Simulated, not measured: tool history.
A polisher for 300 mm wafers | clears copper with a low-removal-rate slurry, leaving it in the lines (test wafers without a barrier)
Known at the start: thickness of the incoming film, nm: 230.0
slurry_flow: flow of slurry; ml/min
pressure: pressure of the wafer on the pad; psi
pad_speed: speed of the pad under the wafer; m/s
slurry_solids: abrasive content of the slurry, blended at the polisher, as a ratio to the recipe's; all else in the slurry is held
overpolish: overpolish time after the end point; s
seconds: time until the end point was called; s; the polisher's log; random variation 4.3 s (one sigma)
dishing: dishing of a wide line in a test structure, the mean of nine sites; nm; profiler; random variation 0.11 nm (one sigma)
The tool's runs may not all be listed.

| run | hour | slurry_flow | pressure | pad_speed | slurry_solids | overpolish | seconds | dishing |
|---|---|---|---|---|---|---|---|---|
| 1 | 0.0 | 275 | 3.2 | 0.86 | 1.00 | 28 | 74.263 | 58.6190 |
| 2 | 4.3 | 240 | 2.6 | 0.70 | 0.85 | 21 | 110.920 | 33.3360 |
| 3 | 12.7 | 215 | 2.2 | 0.60 | 0.75 | 17 | 164.420 | 20.4750 |
| 4 | 19.6 | 200 | 1.9 | 0.54 | 0.65 | 14 | 210.290 | 12.7750 |
| 5 | 25.7 | 165 | 1.9 | 0.54 | 0.65 | 14 | 214.940 | 12.1370 |
| 6 | 29.2 | 195 | 1.9 | 0.54 | 0.65 | 14 | 213.400 | 13.3700 |
| 7 | 36.8 | 185 | 1.7 | 0.52 | 0.60 | 12 | 247.450 | 9.7431 |

The next listed run, before its measurement:
| 8 | 40.5 | 180 | 1.6 | 0.54 | 0.55 | 11 | ? | ? |

{"run 8": {"seconds": 259.31, "dishing": 8.9481}}

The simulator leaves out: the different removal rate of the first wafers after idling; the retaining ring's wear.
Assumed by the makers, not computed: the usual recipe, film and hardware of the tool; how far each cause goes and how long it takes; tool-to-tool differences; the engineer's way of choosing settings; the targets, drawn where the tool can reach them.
